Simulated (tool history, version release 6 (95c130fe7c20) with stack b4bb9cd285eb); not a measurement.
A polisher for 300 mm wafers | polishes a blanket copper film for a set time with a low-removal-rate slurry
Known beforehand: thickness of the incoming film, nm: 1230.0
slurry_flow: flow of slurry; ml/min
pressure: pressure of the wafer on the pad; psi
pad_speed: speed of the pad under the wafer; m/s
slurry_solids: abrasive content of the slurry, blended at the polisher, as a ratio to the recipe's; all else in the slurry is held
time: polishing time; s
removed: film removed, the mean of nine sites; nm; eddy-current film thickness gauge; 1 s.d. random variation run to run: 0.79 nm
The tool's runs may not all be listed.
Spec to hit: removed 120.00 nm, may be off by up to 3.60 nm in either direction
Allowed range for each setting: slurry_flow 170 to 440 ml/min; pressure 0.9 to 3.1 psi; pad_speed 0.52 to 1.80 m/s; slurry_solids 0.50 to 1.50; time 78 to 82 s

| run | day | slurry_flow | pressure | pad_speed | slurry_solids | time | removed |
|---|---|---|---|---|---|---|---|
| 1 | 0.000 | 280 | 2.0 | 1.16 | 1.00 | 78 | 152.17 |
| 2 | 0.229 | 280 | 2.0 | 1.28 | 1.00 | 78 | 165.99 |
| 3 | 0.521 | 280 | 2.0 | 1.28 | 0.90 | 78 | 162.16 |
| 4 | 0.833 | 280 | 2.0 | 1.28 | 0.90 | 78 | 161.08 |
| 5 | 0.958 | 280 | 2.0 | 1.28 | 1.05 | 78 | 167.52 |
| 6 | 1.142 | 280 | 1.8 | 1.28 | 1.05 | 78 | 149.48 |
| 7 | 1.471 | 280 | 1.7 | 1.28 | 1.05 | 78 | 140.88 |
| 8 | 1.617 | 275 | 1.3 | 1.28 | 1.05 | 78 | 109.62 |
| 9 | 1.767 | 280 | 1.3 | 1.28 | 1.05 | 78 | 109.58 |

5 next moves are on the table. One of them brings every result within its allowed miss. Which?
| A | 1.917 | 240 | 1.2 | 1.34 | 1.15 | 81 | ? |
| B | 1.917 | 290 | 1.3 | 1.46 | 1.00 | 82 | ? |
| C | 1.917 | 225 | 1.3 | 1.32 | 1.25 | 78 | ? |
| D | 1.917 | 230 | 1.5 | 1.34 | 0.90 | 82 | ? |
| E | 1.917 | 305 | 1.3 | 1.36 | 1.05 | 81 | ? |

| move | removed |
|---|---|
| A | 108.00 |
| B | 126.14 |
| C | 111.69 |
| D | 128.68 |
| E | 119.12 |
A: the biggest miss grows against the last run
B: moves the result that the last run missed by most past its target, out the other side
C: an improvement on the last run, though not all results are within tolerance
D: moves the result that the last run missed by most past its target, out the other side
E: all results land within tolerance of their targets
E meets every target.
